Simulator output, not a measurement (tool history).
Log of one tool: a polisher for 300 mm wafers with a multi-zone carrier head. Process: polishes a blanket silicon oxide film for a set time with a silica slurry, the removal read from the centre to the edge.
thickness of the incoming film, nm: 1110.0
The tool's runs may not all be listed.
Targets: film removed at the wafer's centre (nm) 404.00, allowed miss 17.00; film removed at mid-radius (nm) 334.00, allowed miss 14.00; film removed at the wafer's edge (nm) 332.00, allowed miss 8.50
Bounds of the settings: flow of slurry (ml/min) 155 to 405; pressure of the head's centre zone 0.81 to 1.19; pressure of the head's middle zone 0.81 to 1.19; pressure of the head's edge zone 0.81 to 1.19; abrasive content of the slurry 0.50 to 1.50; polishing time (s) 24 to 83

run,hour,flow of slurry (ml/min),pressure of the head's centre zone,pressure of the head's middle zone,pressure of the head's edge zone,abrasive content of the slurry,polishing time (s),film removed at the wafer's centre (nm),film removed at mid-radius (nm),film removed at the wafer's edge (nm)
1,0.0,260,1.00,1.00,1.00,1.00,53,221.31,224.04,216.49
2,4.3,260,1.00,1.00,1.00,1.00,61,252.95,252.31,253.92
3,7.8,280,1.05,1.01,1.01,1.15,61,297.51,277.28,273.99
4,12.9,320,1.05,1.01,1.01,1.15,61,299.01,280.01,274.45
5,18.1,320,1.08,1.02,1.04,1.25,61,318.63,296.09,297.48
6,25.6,320,1.08,1.02,1.00,1.25,61,324.91,297.70,288.21
7,33.3,320,1.11,1.02,1.01,1.30,61,336.51,304.11,294.26
8,39.3,330,1.13,1.01,1.02,1.35,61,348.20,311.16,297.93
9,41.1,340,1.15,0.99,1.03,1.40,62,354.98,310.83,313.14
10,44.7,340,1.16,0.98,1.01,1.45,63,381.91,319.45,319.78
11,48.6,340,1.17,0.98,1.01,1.45,63,385.20,321.08,315.14
12,52.6,340,1.18,0.98,1.02,1.45,63,380.83,319.99,320.88
13,57.5,345,1.18,0.98,1.02,1.45,63,389.35,324.10,322.21
14,66.5,345,1.18,0.98,1.02,1.45,63,393.97,323.01,321.41
15,74.6,350,1.18,0.98,1.03,1.45,63,385.67,318.19,323.31
16,77.3,355,1.18,0.98,1.03,1.45,63,388.17,322.12,320.32

Which of these 5 next moves meets every target?
A,80.0,365,1.16,0.96,1.08,1.50,66,?,?,?
B,80.0,405,1.19,1.01,1.05,1.40,65,?,?,?
C,80.0,400,1.16,1.17,1.06,1.50,60,?,?,?
D,80.0,310,1.19,0.93,0.90,1.45,70,?,?,?
E,80.0,375,1.12,1.03,1.03,1.45,69,?,?,?

move,film removed at the wafer's centre (nm),film removed at mid-radius (nm),film removed at the wafer's edge (nm)
A,412.76,338.40,350.85
B,408.92,340.61,332.88
C,378.56,366.54,316.73
D,436.55,340.24,333.05
E,411.99,371.16,353.62
A: takes the result that was furthest off past its target
B: meets every target
C: further off than the last run
D: brings the result that was furthest off to its target, and leaves another outside
E: takes the result that was furthest off past its target
The right move is B.

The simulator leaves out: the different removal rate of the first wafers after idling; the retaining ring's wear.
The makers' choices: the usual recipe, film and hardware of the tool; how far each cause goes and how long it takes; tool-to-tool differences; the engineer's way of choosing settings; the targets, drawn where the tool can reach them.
